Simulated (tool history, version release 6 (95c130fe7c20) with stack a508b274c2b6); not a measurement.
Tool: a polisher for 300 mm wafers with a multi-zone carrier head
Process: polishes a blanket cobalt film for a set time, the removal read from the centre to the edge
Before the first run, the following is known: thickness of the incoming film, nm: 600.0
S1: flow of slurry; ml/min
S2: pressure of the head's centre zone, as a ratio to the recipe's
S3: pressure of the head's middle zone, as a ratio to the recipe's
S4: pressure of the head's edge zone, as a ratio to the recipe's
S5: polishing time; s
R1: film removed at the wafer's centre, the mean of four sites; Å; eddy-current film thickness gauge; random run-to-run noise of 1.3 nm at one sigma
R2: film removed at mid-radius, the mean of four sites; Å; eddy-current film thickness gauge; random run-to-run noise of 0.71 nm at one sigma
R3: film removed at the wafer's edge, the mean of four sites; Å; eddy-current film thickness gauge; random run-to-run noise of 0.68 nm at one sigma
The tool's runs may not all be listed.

| run | hour | S1 | S2 | S3 | S4 | S5 | R1 | R2 | R3 |
|---|---|---|---|---|---|---|---|---|---|
| 1 | 0 | 230 | 1 | 1 | 1 | 41 | 1319.6 | 1339.1 | 1328.2 |
| 2 | 0.6 | 230 | 0.94 | 1 | 1 | 41 | 1265.9 | 1299.3 | 1320.4 |
| 3 | 5.4 | 220 | 0.92 | 0.99 | 0.97 | 40 | 1210.3 | 1277.3 | 1285 |
| 4 | 12.3 | 220 | 0.92 | 0.99 | 0.97 | 50 | 1493.7 | 1595.9 | 1584.1 |
| 5 | 17.3 | 220 | 0.92 | 0.99 | 0.97 | 45 | 1342 | 1423.9 | 1441.3 |
| 6 | 24.5 | 220 | 0.92 | 0.98 | 0.95 | 42 | 1249.7 | 1322.3 | 1330.6 |
| 7 | 30.2 | 220 | 0.92 | 0.97 | 0.93 | 40 | 1214.5 | 1243.8 | 1244 |
| 8 | 35.2 | 215 | 0.9 | 0.96 | 0.91 | 39 | 1134.4 | 1204.4 | 1200 |
| 9 | 41.6 | 210 | 0.9 | 0.94 | 0.89 | 38 | 1109.4 | 1148.9 | 1165.8 |
| 10 | 46.5 | 205 | 0.9 | 0.93 | 0.87 | 37 | 1036 | 1094.4 | 1117.1 |
| 11 | 49.7 | 200 | 0.91 | 0.93 | 0.86 | 37 | 1028 | 1090.4 | 1098.6 |
| 12 | 54.8 | 190 | 0.93 | 0.92 | 0.85 | 37 | 1086.6 | 1078.4 | 1106.1 |
| 13 | 58.8 | 190 | 0.92 | 0.92 | 0.84 | 37 | 1061 | 1083.6 | 1088.9 |

For run 14, what comes out?
| 14 | 63.7 | 185 | 0.92 | 0.92 | 0.83 | 37 | ? | ? | ? |

R1: 1055.4 Å
R2: 1082.7 Å
R3: 1081.2 Å

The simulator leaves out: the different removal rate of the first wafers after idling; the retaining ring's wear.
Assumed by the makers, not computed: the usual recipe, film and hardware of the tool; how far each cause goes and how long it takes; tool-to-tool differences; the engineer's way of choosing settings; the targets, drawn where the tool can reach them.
